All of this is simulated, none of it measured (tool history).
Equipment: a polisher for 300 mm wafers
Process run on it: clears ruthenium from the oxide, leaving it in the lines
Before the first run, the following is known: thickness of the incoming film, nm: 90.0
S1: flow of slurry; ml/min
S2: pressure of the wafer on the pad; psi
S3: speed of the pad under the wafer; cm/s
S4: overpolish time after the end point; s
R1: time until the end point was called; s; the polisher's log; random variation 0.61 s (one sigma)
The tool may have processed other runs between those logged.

| run | hour | S1 | S2 | S3 | S4 | R1 |
|---|---|---|---|---|---|---|
| 1 | 0.0 | 140 | 2.6 | 88 | 6 | 78.411 |
| 2 | 8.2 | 145 | 2.8 | 88 | 6 | 73.845 |
| 3 | 13.4 | 145 | 2.8 | 98 | 6 | 66.435 |
| 4 | 20.4 | 145 | 2.9 | 98 | 6 | 65.440 |
| 5 | 28.1 | 145 | 2.9 | 80 | 6 | 76.728 |
| 6 | 29.8 | 175 | 2.9 | 80 | 6 | 73.812 |
| 7 | 36.8 | 175 | 3.1 | 80 | 6 | 68.789 |
| 8 | 39.4 | 175 | 3.2 | 80 | 6 | 67.855 |
| 9 | 45.9 | 175 | 3.3 | 80 | 6 | 66.807 |
| 10 | 52.2 | 175 | 3.3 | 80 | 6 | 65.725 |
| 11 | 55.6 | 175 | 3.4 | 80 | 6 | 63.282 |

What does the tool deliver on the next run?
| 12 | 62.2 | 175 | 3.5 | 80 | 6 | ? |

Run 12 measured R1 60.485 s.
